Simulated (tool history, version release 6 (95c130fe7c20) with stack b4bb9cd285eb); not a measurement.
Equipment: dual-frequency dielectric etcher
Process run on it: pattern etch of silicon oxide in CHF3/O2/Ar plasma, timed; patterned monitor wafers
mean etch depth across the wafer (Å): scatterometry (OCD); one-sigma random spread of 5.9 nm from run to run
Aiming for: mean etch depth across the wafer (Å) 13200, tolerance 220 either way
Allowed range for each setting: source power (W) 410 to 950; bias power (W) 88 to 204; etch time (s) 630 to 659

run	hour	source power (W)	bias power (W)	etch time (s)	mean etch depth across the wafer (Å)
1	0	680	146	630	11220
2	9.1	790	146	630	11743
3	13.1	830	154	631.5	12103
4	15.4	770	154	631.5	11862
5	17.9	770	164	631.5	12031
6	21.3	890	164	631.5	12561
7	29.9	900	169	633	12807
8	32.1	910	171	633.5	12862
9	39.9	920	173	634	12923

Exercise: of the 5 proposed moves below, exactly one satisfies all targets within the stated allowed misses. Which move is it?
A	47.7	880	167	630	?
B	47.7	810	204	656.5	?
C	47.7	910	172	644.5	?
D	47.7	950	179	657	?
E	47.7	930	190	653	?

move	mean etch depth across the wafer (Å)
A	12573
B	13529
C	13109
D	13704
E	13763
A: further off than the last run
B: carries the result that was furthest off beyond its target, to the other side
C: every result lands within tolerance
D: carries the result that was furthest off beyond its target, to the other side
E: carries the result that was furthest off beyond its target, to the other side
Answer: C
